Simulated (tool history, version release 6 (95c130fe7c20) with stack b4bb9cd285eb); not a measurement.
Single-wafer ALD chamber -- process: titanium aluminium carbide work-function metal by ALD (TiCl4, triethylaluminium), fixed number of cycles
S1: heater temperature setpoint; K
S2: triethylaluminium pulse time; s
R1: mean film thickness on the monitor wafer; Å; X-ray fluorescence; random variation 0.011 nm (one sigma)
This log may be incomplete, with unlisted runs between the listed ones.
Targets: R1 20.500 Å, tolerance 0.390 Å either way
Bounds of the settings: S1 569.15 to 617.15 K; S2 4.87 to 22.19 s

Run 1, day 0.000: S1 593.15 K, S2 13.53 s. Result: R1 23.291 Å.
Run 2, day 0.267: S1 590.15 K, S2 12.47 s. Result: R1 22.709 Å.
Run 3, day 0.617: S1 594.15 K, S2 12.47 s. Result: R1 23.240 Å.
Run 4, day 0.954: S1 599.15 K, S2 12.47 s. Result: R1 23.520 Å.
Run 5, day 1.196: S1 595.15 K, S2 11.55 s. Result: R1 23.220 Å.
Run 6, day 1.429: S1 595.15 K, S2 13.70 s. Result: R1 23.556 Å.
Run 7, day 1.712: S1 583.15 K, S2 9.37 s. Result: R1 21.517 Å.
Run 8, day 1.783: S1 583.15 K, S2 9.37 s. Result: R1 21.701 Å.
Run 9, day 1.950: S1 581.15 K, S2 9.15 s. Result: R1 21.617 Å.
Run 10, day 2.058: S1 580.15 K, S2 8.86 s. Result: R1 21.539 Å.
Run 11, day 2.312: S1 579.15 K, S2 8.58 s. Result: R1 20.952 Å.

4 candidate next runs follow, results not yet known. Just one meets every target within its allowed miss. Identify it.
Run A, day 2.567: S1 577.15 K, S2 5.77 s. Result: R1 ?.
Run B, day 2.567: S1 576.15 K, S2 7.31 s. Result: R1 ?.
Run C, day 2.567: S1 569.15 K, S2 6.45 s. Result: R1 ?.
Run D, day 2.567: S1 583.15 K, S2 8.02 s. Result: R1 ?.

move      R1
   A  19.466
   B  20.410
   C  19.383
   D  21.279
A: moves the result that the last run missed by most past its target, out the other side
B: in spec on every target
C: moves the result that the last run missed by most past its target, out the other side
D: the biggest miss grows against the last run
The move that meets every target is B.

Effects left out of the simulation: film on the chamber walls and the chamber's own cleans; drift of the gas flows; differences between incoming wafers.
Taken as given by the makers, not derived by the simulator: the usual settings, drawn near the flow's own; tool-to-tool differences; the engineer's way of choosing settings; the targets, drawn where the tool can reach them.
